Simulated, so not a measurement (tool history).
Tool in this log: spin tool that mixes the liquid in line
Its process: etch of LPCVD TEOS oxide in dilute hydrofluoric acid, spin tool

run    day  temperature setpoint of the liquid (K)  parts of water to one part of 49 % hydrofluoric acid (parts by volume)  time under the liquid (s)  thickness taken off the LPCVD TEOS oxide on a monitor wafer (nm)
  1  0.000                                  295.15                                                                     135                         65                                                            17.694
  2  0.183                                  295.15                                                                      90                         65                                                            27.979
  3  0.292                                  295.15                                                                      45                         65                                                            59.359
  4  0.546                                  292.15                                                                      45                         65                                                            52.408
  5  0.662                                  292.15                                                                      25                         65                                                            95.914
  6  1.038                                  294.65                                                                      45                         65                                                            57.432

Forecast run 7:
  7  1.350                                  296.65                                                                      60                         65                                                                 ?

{"run 7": {"thickness taken off the LPCVD TEOS oxide on a monitor wafer (nm)": 45.886}}
